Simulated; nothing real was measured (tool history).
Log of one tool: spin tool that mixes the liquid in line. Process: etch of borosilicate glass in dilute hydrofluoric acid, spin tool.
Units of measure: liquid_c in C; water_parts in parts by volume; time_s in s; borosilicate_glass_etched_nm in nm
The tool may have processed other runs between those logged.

run  hour  liquid_c  water_parts  time_s  borosilicate_glass_etched_nm
  1     0        23          115     270                        85.014
  2   1.1      20.5          115     270                        77.734
  3   4.7      20.5          115     270                        76.656
  4     7      20.5          115     270                        77.524
  5  12.4      20.5          115     270                        77.352
  6  17.4      20.5           95     270                        95.787
  7  22.3        22           95     270                        101.64
  8  24.2        23           95     270                        105.59
  9  27.6        24           95     270                        109.92
 10  32.7        25           95     270                        114.15
 11    41        26           95     270                         118.6
 12  45.7      26.5           95     270                        121.08
 13  49.3        27           95     270                        125.46
     55.3  -- hydrofluoric acid flow meter replaced
 14  55.3      27.5           95     270                        115.04
 15  56.6        28           95     270                        118.07

The next listed run, before its measurement:
 16  63.7        28           95     270                             ?

{"run 16": {"borosilicate_glass_etched_nm": 118.61}}
